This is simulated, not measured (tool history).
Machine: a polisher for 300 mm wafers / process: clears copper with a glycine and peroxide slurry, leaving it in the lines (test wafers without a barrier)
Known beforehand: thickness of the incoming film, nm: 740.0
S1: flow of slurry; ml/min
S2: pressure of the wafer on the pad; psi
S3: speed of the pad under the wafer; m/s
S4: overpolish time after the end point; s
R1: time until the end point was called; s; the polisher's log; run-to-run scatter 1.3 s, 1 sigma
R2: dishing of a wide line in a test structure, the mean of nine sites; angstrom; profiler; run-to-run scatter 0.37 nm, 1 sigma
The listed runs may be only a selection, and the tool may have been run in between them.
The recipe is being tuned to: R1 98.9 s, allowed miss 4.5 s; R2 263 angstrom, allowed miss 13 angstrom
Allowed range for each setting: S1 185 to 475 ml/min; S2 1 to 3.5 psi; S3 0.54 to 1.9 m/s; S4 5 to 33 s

run	day	S1	S2	S3	S4	R1	R2
1	0	305	2.2	1.22	17	134.61	555.19
2	0.317	320	2.1	1.3	16	136.05	546.76
3	0.646	320	2.1	1.08	16	149.68	510.14
4	0.942	320	2.1	1.28	16	138.56	523.05
5	1.138	295	2.1	1.28	16	137.05	524.49
6	1.262	295	2.1	1.28	12	136.93	425.26
# day 1.467: slurry nozzle cleaned
7	1.467	285	2.1	1.34	11	131.2	406.5
8	1.742	200	1.5	1.68	5	142.73	183.78
9	2.021	205	1.6	1.7	5	140.74	188.98
10	2.267	205	1.7	1.72	5	130.27	204.02

Which one of the following 5 next-run settings gets every result inside its allowed miss? There is exactly one.
A	2.512	185	3.2	1.68	5	?	?
B	2.512	200	2.4	1.9	5	?	?
C	2.512	230	2.7	1.9	5	?	?
D	2.512	185	2.1	1.9	5	?	?
E	2.512	205	2.8	1.9	5	?	?

move	R1	R2
A	88.921	290.32
B	100.18	259.31
C	91.288	282.33
D	110.21	237.46
E	89.815	286.65
A: pushes the last run's worst result past its target
B: hits every target within its allowed miss
C: pushes the last run's worst result past its target
D: nearer than the last run, and not there yet
E: pushes the last run's worst result past its target
The right move is B.
